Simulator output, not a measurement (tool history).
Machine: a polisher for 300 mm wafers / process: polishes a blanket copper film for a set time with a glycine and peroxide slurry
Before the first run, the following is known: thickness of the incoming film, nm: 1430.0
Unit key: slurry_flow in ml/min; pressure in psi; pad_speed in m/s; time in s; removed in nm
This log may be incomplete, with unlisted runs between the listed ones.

Run 1, hour 0: slurry_flow 165 ml/min, pressure 3 psi, pad_speed 0.8 m/s, time 51 s. Result: removed 203.55 nm.
Run 2, hour 5.7: slurry_flow 165 ml/min, pressure 3 psi, pad_speed 0.8 m/s, time 54 s. Result: removed 212.68 nm.
Run 3, hour 7.6: slurry_flow 180 ml/min, pressure 3 psi, pad_speed 0.8 m/s, time 54 s. Result: removed 216.4 nm.
Run 4, hour 10.2: slurry_flow 180 ml/min, pressure 3 psi, pad_speed 0.98 m/s, time 54 s. Result: removed 251.09 nm.
Run 5, hour 18.5: slurry_flow 205 ml/min, pressure 3 psi, pad_speed 0.98 m/s, time 54 s. Result: removed 257.18 nm.
Run 6, hour 24: slurry_flow 195 ml/min, pressure 2.9 psi, pad_speed 0.98 m/s, time 54 s. Result: removed 244.32 nm.

For run 7, what comes out?
At hour 25.6: slurry nozzle cleaned.
Run 7, hour 25.6: slurry_flow 195 ml/min, pressure 2.9 psi, pad_speed 0.96 m/s, time 54 s. Result: removed ?.

{"run 7": {"removed": 253.77}}
